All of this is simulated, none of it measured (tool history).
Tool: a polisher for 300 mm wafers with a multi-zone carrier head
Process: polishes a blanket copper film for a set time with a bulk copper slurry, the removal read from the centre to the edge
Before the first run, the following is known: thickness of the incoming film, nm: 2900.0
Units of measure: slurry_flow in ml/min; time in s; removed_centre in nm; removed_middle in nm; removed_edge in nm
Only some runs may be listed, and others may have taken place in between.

run	hour	slurry_flow	centre_zone	middle_zone	edge_zone	slurry_solids	time	removed_centre	removed_middle	removed_edge
1	0.0	155	1.00	1.00	1.00	1.00	81	870.75	871.08	852.60
2	3.7	155	1.00	0.97	1.00	1.00	81	858.68	834.35	851.61
3	7.8	155	1.00	0.97	1.04	1.00	81	869.41	829.41	865.03
4	11.4	120	1.00	0.97	1.04	1.00	81	835.27	807.38	847.11
5	12.7	120	1.00	0.97	0.99	1.00	81	838.05	811.40	824.27
6	21.4	120	0.97	0.97	0.99	1.00	81	798.67	801.38	821.84
7	25.4	135	0.96	1.00	1.05	1.15	82	861.29	876.25	889.10
8	28.5	150	0.93	1.01	1.09	1.20	83	870.04	908.11	959.58
9	36.7	165	0.92	1.03	1.11	1.20	83	869.57	966.74	981.74
10	42.4	175	0.92	1.03	1.13	1.20	83	878.41	967.18	985.65

Expected results for the next run?
11	43.5	185	0.92	1.03	1.15	1.25	83	?	?	?

{"run 11": {"removed_centre": 884.08, "removed_middle": 983.52, "removed_edge": 984.93}}
